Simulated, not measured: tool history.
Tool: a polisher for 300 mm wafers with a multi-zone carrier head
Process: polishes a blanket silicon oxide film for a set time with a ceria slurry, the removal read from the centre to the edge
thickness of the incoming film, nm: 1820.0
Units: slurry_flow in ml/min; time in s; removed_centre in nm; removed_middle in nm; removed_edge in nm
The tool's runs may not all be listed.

run  hour  slurry_flow  centre_zone  middle_zone  edge_zone  time  removed_centre  removed_middle  removed_edge
  1   0.0          135         1.00         1.00       1.00    87          526.68          496.77        494.41
  2   2.8          125         0.97         0.97       0.98    82          463.81          448.14        447.28
  3   5.1          125         0.97         0.89       0.98    82          468.68          420.61        448.42
  4  10.0          125         0.97         0.89       0.98    96          543.89          495.03        539.56
  5  18.3          125         0.97         0.89       0.98   112          631.26          562.70        604.65
  6  22.1          125         0.97         0.89       0.98   123          699.08          637.50        691.80
  7  30.4          115         0.94         0.88       0.96   110          587.26          554.80        604.87
  8  37.7          115         0.93         0.88       0.95    98          524.68          482.50        529.28

Forecast run 9:
  9  41.9          110         0.91         0.89       0.94    89               ?               ?             ?

Run 9 gave removed_centre 458.89 nm, removed_middle 439.34 nm, removed_edge 472.75 nm.
